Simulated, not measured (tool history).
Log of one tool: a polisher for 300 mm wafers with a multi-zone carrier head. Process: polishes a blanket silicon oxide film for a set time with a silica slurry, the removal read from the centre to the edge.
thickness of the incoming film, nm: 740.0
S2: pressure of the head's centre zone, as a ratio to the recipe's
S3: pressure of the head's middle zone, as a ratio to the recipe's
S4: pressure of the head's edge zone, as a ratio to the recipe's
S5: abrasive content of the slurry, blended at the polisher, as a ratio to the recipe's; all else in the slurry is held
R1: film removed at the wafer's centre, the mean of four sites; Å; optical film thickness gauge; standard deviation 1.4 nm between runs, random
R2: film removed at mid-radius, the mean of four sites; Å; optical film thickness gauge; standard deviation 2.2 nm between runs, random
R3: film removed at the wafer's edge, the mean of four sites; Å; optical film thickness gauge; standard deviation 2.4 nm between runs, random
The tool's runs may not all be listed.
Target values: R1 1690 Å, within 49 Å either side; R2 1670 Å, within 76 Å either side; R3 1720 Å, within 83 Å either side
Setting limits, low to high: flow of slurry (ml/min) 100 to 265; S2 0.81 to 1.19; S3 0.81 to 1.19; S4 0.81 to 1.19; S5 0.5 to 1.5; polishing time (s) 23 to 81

Run 1, hour 0: flow of slurry (ml/min) 170, S2 1, S3 1, S4 1, S5 1, polishing time (s) 52. Result: R1 1456.1 Å, R2 1370.9 Å, R3 1432.7 Å.
Run 2, hour 1.5: flow of slurry (ml/min) 170, S2 1, S3 1, S4 0.97, S5 1, polishing time (s) 52. Result: R1 1419.6 Å, R2 1362 Å, R3 1445.3 Å.
Run 3, hour 8.5: flow of slurry (ml/min) 170, S2 1, S3 1, S4 1.04, S5 1, polishing time (s) 52. Result: R1 1426.3 Å, R2 1424.5 Å, R3 1474.7 Å.
Run 4, hour 16: flow of slurry (ml/min) 130, S2 1, S3 1, S4 1.04, S5 1, polishing time (s) 52. Result: R1 1318.8 Å, R2 1304 Å, R3 1416.2 Å.
Run 5, hour 21.1: flow of slurry (ml/min) 130, S2 1, S3 1, S4 1.04, S5 1, polishing time (s) 58. Result: R1 1504.4 Å, R2 1453.4 Å, R3 1556.3 Å.
Run 6, hour 22.2: flow of slurry (ml/min) 130, S2 1, S3 1, S4 1.04, S5 1, polishing time (s) 70. Result: R1 1811.4 Å, R2 1814.6 Å, R3 1877.1 Å.
Run 7, hour 29: flow of slurry (ml/min) 130, S2 1, S3 1, S4 1.04, S5 1, polishing time (s) 70. Result: R1 1822.8 Å, R2 1758.2 Å, R3 1881.7 Å.
Run 8, hour 36.9: flow of slurry (ml/min) 115, S2 0.97, S3 0.99, S4 0.94, S5 0.9, polishing time (s) 70. Result: R1 1596.6 Å, R2 1603.5 Å, R3 1666.8 Å.
Run 9, hour 38.2: flow of slurry (ml/min) 115, S2 0.97, S3 0.99, S4 0.94, S5 0.9, polishing time (s) 70. Result: R1 1614.4 Å, R2 1631.1 Å, R3 1712.7 Å.

Below are 5 possible settings for the next run. Only one of them brings all results inside the allowed miss of their targets. Which is it?
Run A, hour 39.5: flow of slurry (ml/min) 125, S2 1.04, S3 0.89, S4 0.88, S5 0.95, polishing time (s) 67. Result: R1 ?, R2 ?, R3 ?.
Run B, hour 39.5: flow of slurry (ml/min) 140, S2 0.81, S3 0.96, S4 1, S5 0.7, polishing time (s) 81. Result: R1 ?, R2 ?, R3 ?.
Run C, hour 39.5: flow of slurry (ml/min) 165, S2 0.94, S3 0.95, S4 0.87, S5 1, polishing time (s) 65. Result: R1 ?, R2 ?, R3 ?.
Run D, hour 39.5: flow of slurry (ml/min) 170, S2 0.88, S3 0.88, S4 1.03, S5 0.9, polishing time (s) 72. Result: R1 ?, R2 ?, R3 ?.
Run E, hour 39.5: flow of slurry (ml/min) 125, S2 0.99, S3 0.99, S4 0.92, S5 0.95, polishing time (s) 63. Result: R1 ?, R2 ?, R3 ?.

move      R1      R2      R3
   A  1728.3  1477.9  1661.5
   B  1541.3  1768.2  1927.6
   C  1666.3  1641.3  1707.5
   D  1685.1  1656.4  1942.3
   E  1552.5  1519.3  1582.9
A: meets the target for the result that was furthest off, but another lies outside its allowed miss
B: the biggest miss grows against the last run
C: every result lands within tolerance
D: meets the target for the result that was furthest off, but another lies outside its allowed miss
E: the biggest miss grows against the last run
Move C is the one to make.
